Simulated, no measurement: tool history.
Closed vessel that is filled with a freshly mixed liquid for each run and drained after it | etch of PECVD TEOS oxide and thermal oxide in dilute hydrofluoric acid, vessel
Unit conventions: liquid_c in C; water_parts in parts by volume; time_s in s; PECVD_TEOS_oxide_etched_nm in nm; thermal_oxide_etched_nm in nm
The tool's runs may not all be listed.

run,hour,liquid_c,water_parts,time_s,PECVD_TEOS_oxide_etched_nm,thermal_oxide_etched_nm
1,0,25,40,60,17.845,7.1398
2,1.7,26.5,40,60,19.723,7.5726
3,7.8,26.5,35,60,22.254,8.7768
4,10.9,26.5,45,60,16.867,6.722
5,19.8,27.5,40,60,20.29,7.849
6,25,26,40,60,19.364,7.4329

Estimate the outcome of run 7 from the log above:
7,26.4,27.5,40,60,?,?

{"run 7": {"PECVD_TEOS_oxide_etched_nm": 20.236, "thermal_oxide_etched_nm": 7.8723}}
